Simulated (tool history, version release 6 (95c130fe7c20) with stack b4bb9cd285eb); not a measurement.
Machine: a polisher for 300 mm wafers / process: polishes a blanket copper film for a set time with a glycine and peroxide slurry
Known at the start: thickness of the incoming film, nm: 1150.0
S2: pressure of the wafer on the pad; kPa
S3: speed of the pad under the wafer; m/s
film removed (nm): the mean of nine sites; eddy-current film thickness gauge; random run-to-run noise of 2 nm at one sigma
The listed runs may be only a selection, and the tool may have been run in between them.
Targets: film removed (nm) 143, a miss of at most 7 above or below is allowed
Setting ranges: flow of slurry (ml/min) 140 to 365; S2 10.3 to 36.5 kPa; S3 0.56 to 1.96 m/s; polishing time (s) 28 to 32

{"run": 1, "hour": 0.0, "flow of slurry (ml/min)": 235, "S2": 23.4, "S3": 1.26, "polishing time (s)": 32, "film removed (nm)": 244.19}
{"run": 2, "hour": 2.3, "flow of slurry (ml/min)": 235, "S2": 20, "S3": 1.24, "polishing time (s)": 32, "film removed (nm)": 213.82}
{"run": 3, "hour": 4.4, "flow of slurry (ml/min)": 195, "S2": 20, "S3": 1.24, "polishing time (s)": 32, "film removed (nm)": 205.05}
{"run": 4, "hour": 12.9, "flow of slurry (ml/min)": 195, "S2": 20, "S3": 1.24, "polishing time (s)": 28, "film removed (nm)": 182.19}
{"run": 5, "hour": 15.9, "flow of slurry (ml/min)": 195, "S2": 20, "S3": 1.24, "polishing time (s)": 28, "film removed (nm)": 181.21}
{"run": 6, "hour": 20.2, "flow of slurry (ml/min)": 190, "S2": 18.6, "S3": 1.24, "polishing time (s)": 28, "film removed (nm)": 167.09}
{"run": 7, "hour": 26.0, "flow of slurry (ml/min)": 185, "S2": 17.9, "S3": 1.24, "polishing time (s)": 28, "film removed (nm)": 164.03}
{"run": 8, "hour": 33.7, "flow of slurry (ml/min)": 180, "S2": 17.2, "S3": 1.24, "polishing time (s)": 28, "film removed (nm)": 163.36}
{"run": 9, "hour": 37.8, "flow of slurry (ml/min)": 175, "S2": 16.5, "S3": 1.24, "polishing time (s)": 28, "film removed (nm)": 151.1}
{"run": 10, "hour": 39.1, "flow of slurry (ml/min)": 170, "S2": 16.5, "S3": 1.24, "polishing time (s)": 28, "film removed (nm)": 156.36}

5 candidate next runs follow, results not yet known. Just one meets every target within its allowed miss. Identify it.
{"run": "A", "hour": 40.4, "flow of slurry (ml/min)": 185, "S2": 19.3, "S3": 1.2, "polishing time (s)": 31, "film removed (nm)": "?"}
{"run": "B", "hour": 40.4, "flow of slurry (ml/min)": 250, "S2": 15.9, "S3": 0.94, "polishing time (s)": 29, "film removed (nm)": "?"}
{"run": "C", "hour": 40.4, "flow of slurry (ml/min)": 225, "S2": 13.1, "S3": 1, "polishing time (s)": 28, "film removed (nm)": "?"}
{"run": "D", "hour": 40.4, "flow of slurry (ml/min)": 150, "S2": 11.7, "S3": 1.52, "polishing time (s)": 32, "film removed (nm)": "?"}
{"run": "E", "hour": 40.4, "flow of slurry (ml/min)": 155, "S2": 17.9, "S3": 1.26, "polishing time (s)": 29, "film removed (nm)": "?"}

move=A film_removed_(nm)=190.3
move=B film_removed_(nm)=144.08
move=C film_removed_(nm)=125.77
move=D film_removed_(nm)=156.57
move=E film_removed_(nm)=168.98
A: further off than the last run
B: each result inside its tolerance
C: the result that was furthest off in the last run now lies on the other side of its target
D: no nearer and no further than the last run
E: further off than the last run
The move that meets every target is B.
